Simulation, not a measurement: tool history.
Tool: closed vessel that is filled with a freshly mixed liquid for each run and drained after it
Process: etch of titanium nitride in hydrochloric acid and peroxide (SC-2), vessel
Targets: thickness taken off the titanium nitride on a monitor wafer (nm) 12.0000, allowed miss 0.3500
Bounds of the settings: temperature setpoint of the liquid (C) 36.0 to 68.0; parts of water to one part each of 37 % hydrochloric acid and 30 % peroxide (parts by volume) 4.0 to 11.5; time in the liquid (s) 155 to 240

run	hour	temperature setpoint of the liquid (C)	parts of water to one part each of 37 % hydrochloric acid and 30 % peroxide (parts by volume)	time in the liquid (s)	thickness taken off the titanium nitride on a monitor wafer (nm)
1	0.0	52.0	6.5	240	7.6686
2	5.2	56.5	6.5	240	10.3310
3	8.5	56.5	6.5	155	6.6549
4	12.1	50.0	6.5	155	4.3344
5	13.6	50.0	8.0	155	3.7239
6	15.8	55.0	8.0	155	5.0257
7	20.7	63.0	7.0	155	9.2515
# hour 27.2: thermometer replaced
8	27.2	64.5	7.0	155	8.7880
9	36.2	65.5	6.5	155	9.9970
10	45.0	66.5	6.5	155	10.5750

4 next moves are on the table. One of them brings every result within its allowed miss. Which?
A	53.8	67.5	8.5	225	?
B	53.8	64.5	7.0	225	?
C	53.8	68.0	11.5	235	?
D	53.8	67.5	6.0	155	?

move	thickness taken off the titanium nitride on a monitor wafer (nm)
A	13.3310
B	12.9700
C	11.1590
D	12.0530
A: takes the result that was furthest off past its target
B: takes the result that was furthest off past its target
C: nearer than the last run, and not there yet
D: meets every target
Move D is the one to make.
